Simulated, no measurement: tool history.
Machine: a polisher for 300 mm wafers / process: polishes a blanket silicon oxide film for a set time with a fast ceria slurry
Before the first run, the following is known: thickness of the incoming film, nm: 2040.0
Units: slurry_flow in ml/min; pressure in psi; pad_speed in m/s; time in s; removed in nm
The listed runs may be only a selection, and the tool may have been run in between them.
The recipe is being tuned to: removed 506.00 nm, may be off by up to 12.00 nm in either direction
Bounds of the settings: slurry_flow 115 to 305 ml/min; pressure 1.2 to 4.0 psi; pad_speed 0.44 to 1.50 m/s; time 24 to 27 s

run	hour	slurry_flow	pressure	pad_speed	time	removed
1	0.0	195	2.6	0.96	27	346.48
2	7.2	200	2.8	0.96	27	368.35
3	14.3	205	3.0	0.96	27	390.12
4	22.4	205	3.0	1.06	27	421.39
5	30.4	165	3.0	1.06	27	415.00
6	38.1	165	3.0	0.84	27	347.52
7	45.3	170	3.2	0.86	27	369.31
8	47.1	175	3.3	0.88	27	388.84
9	51.8	175	3.3	0.88	27	385.95
10	56.6	180	3.4	0.90	27	406.41
11	64.7	180	3.4	0.90	27	405.67
12	69.7	180	3.5	0.92	27	429.16
13	71.5	185	3.6	0.92	27	434.08
14	72.1	185	3.7	0.92	27	441.23
15	74.0	235	4.0	0.92	27	486.63

Exactly one of the 5 candidate moves below puts every result within its allowed miss. Which one?
A	75.9	290	3.9	1.08	25	?
B	75.9	245	3.8	0.94	27	?
C	75.9	210	3.7	1.02	26	?
D	75.9	250	4.0	1.00	24	?
E	75.9	250	4.0	0.86	27	?

move	removed
A	510.96
B	474.53
C	471.37
D	464.11
E	461.66
A: every result lands within tolerance
B: moves away from the targets compared with the last run
C: moves away from the targets compared with the last run
D: moves away from the targets compared with the last run
E: moves away from the targets compared with the last run
Answer: A
